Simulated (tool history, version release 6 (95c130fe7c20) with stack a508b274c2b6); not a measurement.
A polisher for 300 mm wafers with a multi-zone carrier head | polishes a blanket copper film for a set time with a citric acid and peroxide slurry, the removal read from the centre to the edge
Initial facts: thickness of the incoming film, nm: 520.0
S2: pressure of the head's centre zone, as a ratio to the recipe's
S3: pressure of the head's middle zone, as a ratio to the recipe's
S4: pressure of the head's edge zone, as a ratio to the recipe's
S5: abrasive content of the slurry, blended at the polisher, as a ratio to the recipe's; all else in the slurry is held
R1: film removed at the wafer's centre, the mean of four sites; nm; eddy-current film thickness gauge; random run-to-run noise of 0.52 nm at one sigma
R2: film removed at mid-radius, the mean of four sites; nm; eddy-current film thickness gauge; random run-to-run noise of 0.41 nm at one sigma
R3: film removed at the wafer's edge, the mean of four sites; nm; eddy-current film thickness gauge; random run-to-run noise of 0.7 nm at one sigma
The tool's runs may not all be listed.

{"run": 1, "hour": 0.0, "flow of slurry (ml/min)": 290, "S2": 1.0, "S3": 1.0, "S4": 1.0, "S5": 1.0, "polishing time (s)": 31, "R1": 55.811, "R2": 49.056, "R3": 49.339}
{"run": 2, "hour": 2.5, "flow of slurry (ml/min)": 290, "S2": 1.0, "S3": 1.09, "S4": 1.0, "S5": 1.0, "polishing time (s)": 31, "R1": 55.962, "R2": 53.603, "R3": 48.445}
{"run": 3, "hour": 3.8, "flow of slurry (ml/min)": 295, "S2": 0.99, "S3": 1.11, "S4": 1.01, "S5": 1.0, "polishing time (s)": 31, "R1": 55.373, "R2": 53.73, "R3": 47.451}
{"run": 4, "hour": 12.7, "flow of slurry (ml/min)": 290, "S2": 0.97, "S3": 1.12, "S4": 1.01, "S5": 1.05, "polishing time (s)": 31, "R1": 55.371, "R2": 55.309, "R3": 48.313}
{"run": 5, "hour": 15.6, "flow of slurry (ml/min)": 290, "S2": 0.97, "S3": 1.12, "S4": 1.01, "S5": 1.05, "polishing time (s)": 39, "R1": 68.792, "R2": 69.494, "R3": 63.253}
{"run": 6, "hour": 23.3, "flow of slurry (ml/min)": 295, "S2": 0.96, "S3": 1.12, "S4": 0.99, "S5": 0.95, "polishing time (s)": 39, "R1": 66.771, "R2": 67.773, "R3": 59.386}

What will run 7 give?
{"run": 7, "hour": 27.9, "flow of slurry (ml/min)": 295, "S2": 0.93, "S3": 1.11, "S4": 0.97, "S5": 0.9, "polishing time (s)": 39, "R1": "?", "R2": "?", "R3": "?"}

Run 7 yielded R1 64.053 nm, R2 65.725 nm, R3 58.249 nm.

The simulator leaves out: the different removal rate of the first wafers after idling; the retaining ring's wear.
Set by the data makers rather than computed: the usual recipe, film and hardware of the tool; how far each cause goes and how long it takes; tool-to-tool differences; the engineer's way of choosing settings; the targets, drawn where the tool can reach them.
